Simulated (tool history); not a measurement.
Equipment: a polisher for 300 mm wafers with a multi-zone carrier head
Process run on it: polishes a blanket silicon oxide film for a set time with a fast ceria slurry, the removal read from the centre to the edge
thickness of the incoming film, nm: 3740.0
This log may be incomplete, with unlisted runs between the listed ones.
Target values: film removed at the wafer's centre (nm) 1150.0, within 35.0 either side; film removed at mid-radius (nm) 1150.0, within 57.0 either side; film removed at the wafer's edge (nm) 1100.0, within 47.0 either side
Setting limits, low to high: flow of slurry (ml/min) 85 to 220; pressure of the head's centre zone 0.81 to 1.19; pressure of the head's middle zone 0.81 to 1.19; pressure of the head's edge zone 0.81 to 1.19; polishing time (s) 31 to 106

run  hour  flow of slurry (ml/min)  pressure of the head's centre zone  pressure of the head's middle zone  pressure of the head's edge zone  polishing time (s)  film removed at the wafer's centre (nm)  film removed at mid-radius (nm)  film removed at the wafer's edge (nm)
  1   0.0                      140                                1.00                                1.00                              1.00                  68                                   1631.8                           1574.5                                 1494.4
  2   7.2                      140                                1.00                                1.00                              1.05                  68                                   1607.8                           1553.8                                 1554.4
  3  12.7                      140                                1.00                                1.00                              1.05                  51                                   1210.3                           1166.3                                 1180.9
  4  15.1                      165                                1.00                                1.00                              1.05                  51                                   1263.7                           1221.2                                 1189.4
  5  21.4                      165                                1.00                                1.00                              1.12                  51                                   1285.4                           1237.1                                 1233.7
  6  29.4                      165                                1.00                                1.00                              1.18                  51                                   1271.5                           1245.4                                 1252.6
  7  36.0                      160                                1.00                                1.01                              1.15                  50                                   1229.3                           1187.8                                 1186.9
  8  42.0                      155                                1.00                                1.02                              1.15                  50                                   1223.1                           1224.1                                 1227.5
  9  49.6                      155                                0.97                                0.99                              1.05                  47                                   1123.0                           1082.0                                 1096.8

Of the 4 settings listed for the next run, only one would bring every result within its allowed miss of target. Which one?
  A  57.2                      130                                1.01                                0.90                              1.06                  49                                        ?                                ?                                      ?
  B  57.2                      150                                0.98                                1.03                              1.04                  49                                        ?                                ?                                      ?
  C  57.2                      110                                0.97                                0.87                              1.00                  52                                        ?                                ?                                      ?
  D  57.2                      145                                0.97                                0.86                              1.15                  48                                        ?                                ?                                      ?

move  film removed at the wafer's centre (nm)  film removed at mid-radius (nm)  film removed at the wafer's edge (nm)
   A                                   1155.7                           1038.8                                 1115.8
   B                                   1162.1                           1166.1                                 1128.5
   C                                   1121.4                           1035.2                                 1117.5
   D                                   1116.9                           1014.2                                 1159.2
A: its largest miss is bigger than the last run's
B: all results land within tolerance of their targets
C: its largest miss is bigger than the last run's
D: its largest miss is bigger than the last run's
The move that meets every target is B.

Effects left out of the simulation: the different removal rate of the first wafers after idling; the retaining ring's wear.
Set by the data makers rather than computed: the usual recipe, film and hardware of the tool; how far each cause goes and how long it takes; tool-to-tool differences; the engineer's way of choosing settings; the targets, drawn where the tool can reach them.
